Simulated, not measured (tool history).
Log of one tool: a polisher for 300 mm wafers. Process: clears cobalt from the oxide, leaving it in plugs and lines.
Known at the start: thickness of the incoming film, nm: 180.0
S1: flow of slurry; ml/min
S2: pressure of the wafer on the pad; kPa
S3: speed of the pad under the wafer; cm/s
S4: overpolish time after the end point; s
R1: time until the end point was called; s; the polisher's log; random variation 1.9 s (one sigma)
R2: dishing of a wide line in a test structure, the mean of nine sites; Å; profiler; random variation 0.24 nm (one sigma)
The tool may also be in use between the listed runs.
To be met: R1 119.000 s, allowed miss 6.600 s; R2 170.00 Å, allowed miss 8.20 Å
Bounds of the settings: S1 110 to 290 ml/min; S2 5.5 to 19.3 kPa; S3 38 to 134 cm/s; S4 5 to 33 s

run 1 hour=0.0 | S1=185 S2=12.4 S3=86 S4=17 | R1=54.676 R2=224.31
run 2 hour=3.0 | S1=155 S2=12.4 S3=86 S4=17 | R1=56.858 R2=223.44
run 3 hour=9.6 | S1=185 S2=12.4 S3=86 S4=17 | R1=56.079 R2=214.03
run 4 hour=13.2 | S1=185 S2=12.4 S3=74 S4=17 | R1=66.582 R2=209.94
run 5 hour=21.6 | S1=185 S2=14.5 S3=74 S4=17 | R1=56.809 R2=212.09
run 6 hour=25.5 | S1=185 S2=14.5 S3=94 S4=17 | R1=43.035 R2=227.57
run 7 hour=26.1 | S1=185 S2=11.7 S3=82 S4=14 | R1=63.132 R2=201.54
run 8 hour=26.7 | S1=180 S2=8.3 S3=70 S4=11 | R1=101.930 R2=138.91
run 9 hour=27.3 | S1=175 S2=6.9 S3=62 S4=19 | R1=135.960 R2=165.20

5 next moves are on the table. One of them brings every result within its allowed miss. Which?
run A hour=27.9 | S1=230 S2=5.5 S3=72 S4=20 | R1=? R2=?
run B hour=27.9 | S1=215 S2=6.9 S3=66 S4=16 | R1=? R2=?
run C hour=27.9 | S1=175 S2=6.9 S3=82 S4=14 | R1=? R2=?
run D hour=27.9 | S1=160 S2=7.6 S3=46 S4=24 | R1=? R2=?
run E hour=27.9 | S1=180 S2=6.9 S3=70 S4=18 | R1=? R2=?

move=A R1=137.620 R2=167.14
move=B R1=122.530 R2=156.94
move=C R1=101.470 R2=161.32
move=D R1=163.060 R2=168.88
move=E R1=117.880 R2=170.93
A: further off than the last run
B: brings the result that was furthest off to its target, and leaves another outside
C: takes the result that was furthest off past its target
D: further off than the last run
E: meets every target
Move E is the one to make.
